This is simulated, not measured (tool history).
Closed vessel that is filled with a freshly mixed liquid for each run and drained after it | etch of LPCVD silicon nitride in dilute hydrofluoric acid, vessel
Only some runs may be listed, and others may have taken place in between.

run  hour  temperature setpoint of the liquid (°C)  parts of water to one part of 49 % hydrofluoric acid (parts by volume)  time in the liquid (s)  thickness taken off the LPCVD silicon nitride on a monitor wafer (angstrom)
  1   0.0                                     24.0                                                                     220                    3155                                                                       82.024
  2   9.8                                     25.5                                                                     220                    3155                                                                       90.069
  3  16.6                                     25.5                                                                     295                    3155                                                                       68.349
  4  23.9                                     25.5                                                                     295                    3155                                                                       67.717
  5  33.2                                     25.5                                                                     295                    3365                                                                       72.026
  6  35.3                                     23.0                                                                     295                    3365                                                                       62.127

Run 7, settings as shown, results not yet in. Your forecast:
  7  40.7                                     22.5                                                                     295                    3365                                                                            ?

{"run 7": {"thickness taken off the LPCVD silicon nitride on a monitor wafer (angstrom)": 59.383}}
